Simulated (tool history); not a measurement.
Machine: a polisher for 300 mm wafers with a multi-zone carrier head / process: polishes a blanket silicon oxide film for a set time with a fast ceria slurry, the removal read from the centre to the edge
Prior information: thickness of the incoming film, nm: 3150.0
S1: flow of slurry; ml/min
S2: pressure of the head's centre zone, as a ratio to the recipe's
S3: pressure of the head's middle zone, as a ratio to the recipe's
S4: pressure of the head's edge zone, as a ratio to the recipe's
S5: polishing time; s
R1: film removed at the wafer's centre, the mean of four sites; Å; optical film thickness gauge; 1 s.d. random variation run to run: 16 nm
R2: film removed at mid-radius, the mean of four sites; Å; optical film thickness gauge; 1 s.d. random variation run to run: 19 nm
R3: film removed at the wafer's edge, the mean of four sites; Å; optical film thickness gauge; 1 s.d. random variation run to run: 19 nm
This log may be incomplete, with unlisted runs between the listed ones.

{"run": 1, "hour": 0.0, "S1": 245, "S2": 1, "S3": 1, "S4": 1, "S5": 81, "R1": 11089, "R2": 10722, "R3": 11015}
{"run": 2, "hour": 4.4, "S1": 245, "S2": 1, "S3": 1, "S4": 1, "S5": 89, "R1": 12479, "R2": 11958, "R3": 12250}
{"run": 3, "hour": 12.7, "S1": 245, "S2": 1, "S3": 1, "S4": 1.05, "S5": 89, "R1": 12479, "R2": 11661, "R3": 12945}
{"run": 4, "hour": 13.2, "S1": 275, "S2": 1, "S3": 1, "S4": 1.05, "S5": 89, "R1": 12413, "R2": 12189, "R3": 12505}
{"run": 5, "hour": 17.4, "S1": 275, "S2": 1, "S3": 1, "S4": 1.05, "S5": 72, "R1": 9970.8, "R2": 9736.2, "R3": 10243}
{"run": 6, "hour": 22.1, "S1": 275, "S2": 1, "S3": 1.04, "S4": 1.05, "S5": 72, "R1": 10036, "R2": 10167, "R3": 10204}
{"run": 7, "hour": 25.1, "S1": 280, "S2": 1.01, "S3": 1.07, "S4": 1.07, "S5": 77, "R1": 11064, "R2": 11089, "R3": 10809}

Run 8, settings as shown, results not yet in. Your forecast:
{"run": 8, "hour": 28.3, "S1": 280, "S2": 1.01, "S3": 1.09, "S4": 1.08, "S5": 82, "R1": "?", "R2": "?", "R3": "?"}

Run 8 gave R1 11399 Å, R2 11812 Å, R3 11881 Å.
